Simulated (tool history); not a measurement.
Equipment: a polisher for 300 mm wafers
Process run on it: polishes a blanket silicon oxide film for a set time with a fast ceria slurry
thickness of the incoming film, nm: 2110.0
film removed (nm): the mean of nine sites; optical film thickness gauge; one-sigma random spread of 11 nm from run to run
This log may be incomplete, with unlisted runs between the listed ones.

run,hour,flow of slurry (ml/min),pressure of the wafer on the pad (psi),speed of the pad under the wafer (cm/s),polishing time (s),film removed (nm)
1,0,265,3.5,126,40,1161.3
2,2,330,3.5,126,40,1159.5
3,7.1,330,3.1,124,40,1021.7
4,10.7,330,3.1,124,40,1030.4
5,16.8,360,3.1,124,40,1029.2
6,21.2,360,2.8,122,40,913.03
7,29,360,2.8,122,40,952.52

What does the tool deliver on the next run?
8,37.7,360,2.6,120,40,?

film removed (nm): 859.08
